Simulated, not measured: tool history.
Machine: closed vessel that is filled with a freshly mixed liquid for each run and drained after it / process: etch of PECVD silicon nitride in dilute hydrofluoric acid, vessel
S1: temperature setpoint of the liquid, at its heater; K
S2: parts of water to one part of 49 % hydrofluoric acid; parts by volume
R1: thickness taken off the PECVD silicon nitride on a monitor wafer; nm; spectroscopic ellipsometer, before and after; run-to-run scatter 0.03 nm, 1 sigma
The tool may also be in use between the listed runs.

run 1 hour=0.0 | S1=297.15 S2=230 time_in_the_liquid_(s)=690 | R1=5.7573
run 2 hour=7.7 | S1=300.65 S2=230 time_in_the_liquid_(s)=690 | R1=7.1816
run 3 hour=13.1 | S1=300.65 S2=230 time_in_the_liquid_(s)=485 | R1=5.0619
run 4 hour=22.5 | S1=300.65 S2=310 time_in_the_liquid_(s)=485 | R1=3.7166
run 5 hour=32.1 | S1=301.65 S2=310 time_in_the_liquid_(s)=485 | R1=3.8926
run 6 hour=37.2 | S1=301.65 S2=360 time_in_the_liquid_(s)=485 | R1=3.3698

The next listed run, before its measurement:
-- hour=40.9 thermometer replaced
run 7 hour=40.9 | S1=302.15 S2=350 time_in_the_liquid_(s)=485 | R1=?

{"run 7": {"R1": 3.2785}}
